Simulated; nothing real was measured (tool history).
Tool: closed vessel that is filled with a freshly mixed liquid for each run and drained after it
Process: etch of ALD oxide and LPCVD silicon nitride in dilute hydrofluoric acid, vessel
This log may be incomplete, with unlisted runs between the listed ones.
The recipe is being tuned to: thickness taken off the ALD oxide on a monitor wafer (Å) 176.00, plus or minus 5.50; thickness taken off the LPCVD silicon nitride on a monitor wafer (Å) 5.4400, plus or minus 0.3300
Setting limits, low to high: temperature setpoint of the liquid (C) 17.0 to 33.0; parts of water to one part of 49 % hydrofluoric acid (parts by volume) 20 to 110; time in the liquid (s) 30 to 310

run  hour  temperature setpoint of the liquid (C)  parts of water to one part of 49 % hydrofluoric acid (parts by volume)  time in the liquid (s)  thickness taken off the ALD oxide on a monitor wafer (Å)  thickness taken off the LPCVD silicon nitride on a monitor wafer (Å)
  1   0.0                                    25.0                                                                      60                     160                                                    503.29                                                               14.8570
  2   6.8                                    24.5                                                                      70                     160                                                    409.52                                                               12.4480
  3   9.5                                    24.5                                                                      70                      95                                                    243.99                                                                7.3052
  4  11.9                                    27.5                                                                      70                      95                                                    276.18                                                                8.8267
     16.7  -- hydrofluoric acid flow meter replaced
  5  16.7                                    27.5                                                                      80                      95                                                    219.80                                                                7.4130
  6  22.9                                    27.5                                                                      80                     160                                                    372.46                                                               12.1280
  7  23.7                                    23.5                                                                     105                     155                                                    227.16                                                                7.2049
  8  30.0                                    23.0                                                                     105                     150                                                    216.59                                                                6.6162
  9  38.6                                    23.0                                                                     105                     145                                                    209.79                                                                6.5089
 10  44.8                                    23.0                                                                     105                     140                                                    201.13                                                                5.9636

Exercise: of the 5 proposed moves below, exactly one satisfies all targets within the stated allowed misses. Which move is it?
  A  51.0                                    24.0                                                                     110                     125                                                         ?                                                                     ?
  B  51.0                                    18.0                                                                      90                     150                                                         ?                                                                     ?
  C  51.0                                    30.5                                                                     110                      95                                                         ?                                                                     ?
  D  51.0                                    25.5                                                                     110                     130                                                         ?                                                                     ?
  E  51.0                                    28.0                                                                     110                     115                                                         ?                                                                     ?

move  thickness taken off the ALD oxide on a monitor wafer (Å)  thickness taken off the LPCVD silicon nitride on a monitor wafer (Å)
   A                                                    179.26                                                                5.4463
   B                                                    210.71                                                                5.3041
   C                                                    174.58                                                                6.2695
   D                                                    197.68                                                                6.2462
   E                                                    192.46                                                                6.4864
A: every result within its allowed miss
B: its largest miss is bigger than the last run's
C: the worst result of the last run now meets its target, but another is out of spec
D: moves toward the targets from the last run without getting all of them in spec
E: moves toward the targets from the last run without getting all of them in spec
Go with A: it meets all targets.

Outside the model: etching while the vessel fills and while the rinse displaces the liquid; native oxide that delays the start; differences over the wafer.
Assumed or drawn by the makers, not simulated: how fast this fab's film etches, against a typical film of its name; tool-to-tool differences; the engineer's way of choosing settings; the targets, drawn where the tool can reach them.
